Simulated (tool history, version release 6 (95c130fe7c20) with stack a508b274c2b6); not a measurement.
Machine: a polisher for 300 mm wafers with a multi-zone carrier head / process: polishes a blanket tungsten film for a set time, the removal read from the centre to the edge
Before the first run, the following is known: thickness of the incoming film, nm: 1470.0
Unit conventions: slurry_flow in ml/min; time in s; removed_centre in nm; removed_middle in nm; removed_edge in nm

{"run": 1, "hour": 0.0, "slurry_flow": 275, "centre_zone": 1, "middle_zone": 1, "edge_zone": 1, "slurry_solids": 1, "time": 48, "removed_centre": 290.41, "removed_middle": 299.26, "removed_edge": 273.03}
{"run": 2, "hour": 5.6, "slurry_flow": 275, "centre_zone": 1, "middle_zone": 0.99, "edge_zone": 1.02, "slurry_solids": 1.05, "time": 50, "removed_centre": 312.66, "removed_middle": 307.14, "removed_edge": 294.9}
{"run": 3, "hour": 6.1, "slurry_flow": 275, "centre_zone": 1, "middle_zone": 0.99, "edge_zone": 1.02, "slurry_solids": 0.95, "time": 50, "removed_centre": 301.57, "removed_middle": 299.02, "removed_edge": 285.98}
{"run": 4, "hour": 10.5, "slurry_flow": 275, "centre_zone": 1, "middle_zone": 0.99, "edge_zone": 1.04, "slurry_solids": 1, "time": 51, "removed_centre": 306.48, "removed_middle": 308.67, "removed_edge": 295.5}
{"run": 5, "hour": 17.5, "slurry_flow": 275, "centre_zone": 1, "middle_zone": 1.06, "edge_zone": 1.04, "slurry_solids": 1, "time": 51, "removed_centre": 302.96, "removed_middle": 323.65, "removed_edge": 302.14}
{"run": 6, "hour": 19.7, "slurry_flow": 275, "centre_zone": 1, "middle_zone": 1.06, "edge_zone": 1.04, "slurry_solids": 1.15, "time": 51, "removed_centre": 327.38, "removed_middle": 337.44, "removed_edge": 303.41}
{"run": 7, "hour": 20.5, "slurry_flow": 270, "centre_zone": 0.99, "middle_zone": 1.05, "edge_zone": 1.06, "slurry_solids": 1.2, "time": 53, "removed_centre": 332.54, "removed_middle": 348.11, "removed_edge": 314.17}

What will run 8 give?
{"run": 8, "hour": 26.2, "slurry_flow": 275, "centre_zone": 0.99, "middle_zone": 1.04, "edge_zone": 1.08, "slurry_solids": 1.2, "time": 55, "removed_centre": "?", "removed_middle": "?", "removed_edge": "?"}

{"run 8": {"removed_centre": 333.39, "removed_middle": 362.44, "removed_edge": 341.99}}

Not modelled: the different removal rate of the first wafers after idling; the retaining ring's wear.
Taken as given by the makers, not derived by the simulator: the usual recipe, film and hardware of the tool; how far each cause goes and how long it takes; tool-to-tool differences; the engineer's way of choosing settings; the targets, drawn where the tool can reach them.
